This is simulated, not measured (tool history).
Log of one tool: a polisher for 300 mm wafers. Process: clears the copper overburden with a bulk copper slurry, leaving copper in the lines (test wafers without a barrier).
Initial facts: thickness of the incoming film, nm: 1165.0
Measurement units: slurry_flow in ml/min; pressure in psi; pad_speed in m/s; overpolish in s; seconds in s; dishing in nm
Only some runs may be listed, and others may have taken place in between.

run	hour	slurry_flow	pressure	pad_speed	slurry_solids	overpolish	seconds	dishing
1	0	185	2.1	1.24	1	23	160.06	74.924
2	6.1	185	2.4	1.24	1	24	139.7	80.854
3	13.7	185	1.9	1.24	1	24	174.24	72.01
4	15.2	185	1.9	1.24	1	29	177.33	78.368
5	21.2	185	2.1	1.24	1	29	158.21	82.124
6	25.2	185	2.1	1.24	1	20	161.72	70.557
7	32.8	185	2.4	1.26	1	23	140.55	82.4
8	41.1	185	2.6	1.26	1	23	129.11	82.952
9	47.8	185	2.7	1.28	1	25	122.22	90.198
10	48.5	185	2.8	1.28	1	26	114.99	94.457
11	54.4	185	2.9	1.28	1	27	111.93	98.545

Run 12 has not been measured yet. What should we expect?
12	59.1	185	3	1.28	1	27	?	?

seconds: 109.35 s
dishing: 97.999 nm

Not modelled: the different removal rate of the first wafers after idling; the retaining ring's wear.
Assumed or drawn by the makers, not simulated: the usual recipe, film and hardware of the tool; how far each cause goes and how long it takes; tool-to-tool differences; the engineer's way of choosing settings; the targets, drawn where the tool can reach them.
